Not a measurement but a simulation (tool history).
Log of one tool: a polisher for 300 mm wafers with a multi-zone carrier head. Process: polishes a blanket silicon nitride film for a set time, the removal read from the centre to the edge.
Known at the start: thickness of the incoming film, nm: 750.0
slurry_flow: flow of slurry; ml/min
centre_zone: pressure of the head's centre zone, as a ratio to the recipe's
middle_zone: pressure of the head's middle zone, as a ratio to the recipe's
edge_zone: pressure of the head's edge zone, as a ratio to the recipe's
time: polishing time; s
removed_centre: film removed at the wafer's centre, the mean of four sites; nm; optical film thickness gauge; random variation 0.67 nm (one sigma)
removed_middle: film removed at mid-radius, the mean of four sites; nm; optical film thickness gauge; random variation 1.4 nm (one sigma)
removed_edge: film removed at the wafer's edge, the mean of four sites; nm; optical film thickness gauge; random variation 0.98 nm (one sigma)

run,hour,slurry_flow,centre_zone,middle_zone,edge_zone,time,removed_centre,removed_middle,removed_edge
1,0,280,1,1,1,33,68.46,69.123,67.558
2,1.3,280,1,1.07,1,33,68,69.958,66.726
3,7.6,250,1,1.07,1,33,68.137,71.031,66.599
4,14.2,250,1,1.15,1,33,67.426,76.394,66.149
5,18.8,250,0.97,1.15,1,33,66.184,75.244,66.762
6,22.2,250,1.01,1.16,1.02,36,74.687,84.424,71.422
7,29.8,255,1.02,1.14,1.04,38,80.563,88.187,78.474
8,34.5,255,1.02,1.14,1.04,38,79.588,87.95,78.526

Run 9 comes next. What will it give?
9,37.5,255,1.05,1.15,1.06,39,?,?,?

Run 9 gave removed_centre 84.312 nm, removed_middle 92.254 nm, removed_edge 83.04 nm.
